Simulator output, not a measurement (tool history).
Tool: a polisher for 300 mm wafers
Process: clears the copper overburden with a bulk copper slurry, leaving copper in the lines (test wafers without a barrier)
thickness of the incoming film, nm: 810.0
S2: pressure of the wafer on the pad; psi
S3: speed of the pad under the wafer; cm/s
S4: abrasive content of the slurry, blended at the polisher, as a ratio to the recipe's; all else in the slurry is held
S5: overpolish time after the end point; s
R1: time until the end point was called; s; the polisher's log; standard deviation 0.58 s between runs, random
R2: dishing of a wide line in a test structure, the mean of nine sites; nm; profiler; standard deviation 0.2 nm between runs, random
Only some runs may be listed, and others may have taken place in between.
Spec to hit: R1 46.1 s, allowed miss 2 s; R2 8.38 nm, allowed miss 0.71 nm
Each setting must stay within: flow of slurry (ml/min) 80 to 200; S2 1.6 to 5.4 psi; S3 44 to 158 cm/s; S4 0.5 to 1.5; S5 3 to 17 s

run 1 hour=0 | flow_of_slurry_(ml/min)=130 S2=3.5 S3=100 S4=1 S5=9 | R1=59.035 R2=8.4472
run 2 hour=1.4 | flow_of_slurry_(ml/min)=150 S2=3.5 S3=100 S4=1 S5=9 | R1=58.277 R2=8.4173
run 3 hour=3.2 | flow_of_slurry_(ml/min)=150 S2=3.8 S3=100 S4=1 S5=9 | R1=53.717 R2=8.5868
run 4 hour=12.2 | flow_of_slurry_(ml/min)=150 S2=3.3 S3=100 S4=1 S5=9 | R1=60.657 R2=8.0376
run 5 hour=17.5 | flow_of_slurry_(ml/min)=150 S2=3.7 S3=100 S4=1 S5=9 | R1=55.57 R2=8.4124
run 6 hour=20.2 | flow_of_slurry_(ml/min)=150 S2=3.2 S3=100 S4=1 S5=9 | R1=61.909 R2=8.0844
run 7 hour=25.8 | flow_of_slurry_(ml/min)=160 S2=3.4 S3=102 S4=1 S5=9 | R1=56.813 R2=7.957
run 8 hour=27.5 | flow_of_slurry_(ml/min)=165 S2=3.6 S3=102 S4=1 S5=9 | R1=54.753 R2=7.8595
run 9 hour=32.9 | flow_of_slurry_(ml/min)=165 S2=3.8 S3=102 S4=1 S5=9 | R1=52.484 R2=8.3685
run 10 hour=38 | flow_of_slurry_(ml/min)=170 S2=3.9 S3=104 S4=1 S5=9 | R1=50.34 R2=8.8344

Which single option among these 5 for the next run brings every result within its allowed miss of target? Just one does.
run A hour=43.1 | flow_of_slurry_(ml/min)=165 S2=3 S3=152 S4=1.5 S5=6 | R1=? R2=?
run B hour=43.1 | flow_of_slurry_(ml/min)=180 S2=3.8 S3=122 S4=1.3 S5=9 | R1=? R2=?
run C hour=43.1 | flow_of_slurry_(ml/min)=200 S2=3.9 S3=108 S4=1.25 S5=10 | R1=? R2=?
run D hour=43.1 | flow_of_slurry_(ml/min)=200 S2=4.1 S3=118 S4=1.25 S5=13 | R1=? R2=?
run E hour=43.1 | flow_of_slurry_(ml/min)=145 S2=4 S3=124 S4=1.1 S5=7 | R1=? R2=?

move=A R1=40.264 R2=8.2792
move=B R1=41.836 R2=8.3119
move=C R1=45.494 R2=8.3153
move=D R1=40.325 R2=8.3216
move=E R1=42.004 R2=8.3184
A: takes the biggest miss from the last run beyond its target
B: takes the biggest miss from the last run beyond its target
C: hits every target within its allowed miss
D: takes the biggest miss from the last run beyond its target
E: takes the biggest miss from the last run beyond its target
Correct choice: C, which meets every target

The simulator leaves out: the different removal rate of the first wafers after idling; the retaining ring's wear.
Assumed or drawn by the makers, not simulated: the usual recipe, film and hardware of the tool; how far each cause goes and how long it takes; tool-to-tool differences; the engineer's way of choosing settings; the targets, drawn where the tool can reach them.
